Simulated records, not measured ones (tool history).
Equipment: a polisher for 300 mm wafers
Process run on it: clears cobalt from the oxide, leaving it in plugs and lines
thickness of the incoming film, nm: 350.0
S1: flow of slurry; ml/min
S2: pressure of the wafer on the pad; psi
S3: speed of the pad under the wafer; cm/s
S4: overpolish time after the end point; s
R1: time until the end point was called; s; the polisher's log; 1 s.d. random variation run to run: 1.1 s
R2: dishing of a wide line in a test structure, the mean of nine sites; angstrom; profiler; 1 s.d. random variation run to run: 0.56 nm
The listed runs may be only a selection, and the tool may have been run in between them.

| run | hour | S1 | S2 | S3 | S4 | R1 | R2 |
|---|---|---|---|---|---|---|---|
| 1 | 0.0 | 275 | 1.3 | 112 | 14 | 80.394 | 295.20 |
| 2 | 8.1 | 275 | 1.6 | 112 | 14 | 66.656 | 317.36 |
| 3 | 14.5 | 275 | 1.4 | 112 | 15 | 74.400 | 301.62 |
| 4 | 21.9 | 275 | 1.2 | 112 | 15 | 87.610 | 297.17 |
| 5 | 27.7 | 275 | 1.1 | 112 | 16 | 96.408 | 285.05 |
| 6 | 31.4 | 275 | 1.1 | 112 | 12 | 95.077 | 254.80 |
| 7 | 32.7 | 275 | 1.0 | 112 | 14 | 103.920 | 261.24 |

Estimate the outcome of run 8 from the log above:
| 8 | 36.0 | 275 | 0.9 | 112 | 16 | ? | ? |

Run 8 yielded R1 116.050 s, R2 272.71 angstrom.
